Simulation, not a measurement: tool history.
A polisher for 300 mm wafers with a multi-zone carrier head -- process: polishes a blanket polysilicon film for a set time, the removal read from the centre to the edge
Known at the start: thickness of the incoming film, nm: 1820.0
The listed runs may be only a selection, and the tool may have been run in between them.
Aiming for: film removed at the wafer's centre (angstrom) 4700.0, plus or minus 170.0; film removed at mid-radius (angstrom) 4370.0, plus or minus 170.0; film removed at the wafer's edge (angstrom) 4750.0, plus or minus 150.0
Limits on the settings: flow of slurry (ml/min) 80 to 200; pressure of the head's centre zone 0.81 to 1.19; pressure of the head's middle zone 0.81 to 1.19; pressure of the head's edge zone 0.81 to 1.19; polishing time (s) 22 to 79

| run | day | flow of slurry (ml/min) | pressure of the head's centre zone | pressure of the head's middle zone | pressure of the head's edge zone | polishing time (s) | film removed at the wafer's centre (angstrom) | film removed at mid-radius (angstrom) | film removed at the wafer's edge (angstrom) |
|---|---|---|---|---|---|---|---|---|---|
| 1 | 0.000 | 130 | 1.00 | 1.00 | 1.00 | 50 | 5313.3 | 5260.4 | 5167.0 |
| 2 | 0.167 | 155 | 1.00 | 1.00 | 1.00 | 50 | 5588.1 | 5540.9 | 5281.9 |
| 3 | 0.475 | 145 | 0.99 | 0.98 | 0.99 | 50 | 5450.7 | 5407.1 | 5186.0 |
| 4 | 0.600 | 135 | 0.99 | 0.96 | 0.99 | 50 | 5363.3 | 5193.3 | 5235.7 |
| 5 | 0.650 | 135 | 0.99 | 1.02 | 0.99 | 50 | 5429.6 | 5403.4 | 5205.5 |
| 6 | 0.783 | 135 | 0.99 | 1.02 | 0.91 | 50 | 5400.7 | 5484.3 | 4971.7 |
| 7 | 1.029 | 125 | 0.99 | 0.99 | 0.91 | 50 | 5269.9 | 5245.4 | 4916.9 |
| 8 | 1.092 | 120 | 0.99 | 0.97 | 0.91 | 50 | 5187.0 | 5115.1 | 4875.0 |
| 9 | 1.338 | 85 | 0.97 | 0.87 | 0.96 | 50 | 4513.1 | 4144.2 | 4641.8 |

Which single option among these 4 for the next run brings every result within its allowed miss of target? Just one does.
| A | 1.583 | 120 | 0.97 | 0.81 | 1.00 | 51 | ? | ? | ? |
| B | 1.583 | 85 | 0.93 | 0.92 | 0.95 | 51 | ? | ? | ? |
| C | 1.583 | 85 | 1.04 | 0.95 | 1.01 | 50 | ? | ? | ? |
| D | 1.583 | 80 | 0.89 | 0.99 | 1.01 | 54 | ? | ? | ? |

| move | film removed at the wafer's centre (angstrom) | film removed at mid-radius (angstrom) | film removed at the wafer's edge (angstrom) |
|---|---|---|---|
| A | 5136.6 | 4357.7 | 5217.5 |
| B | 4330.0 | 4330.9 | 4716.3 |
| C | 4752.3 | 4358.4 | 4759.3 |
| D | 4261.8 | 4757.6 | 5056.2 |
A: the furthest-off result lands on target, but another misses its tolerance
B: the furthest-off result lands on target, but another misses its tolerance
C: all results in spec
D: the result that was furthest off in the last run now lies on the other side of its target
Answer: C
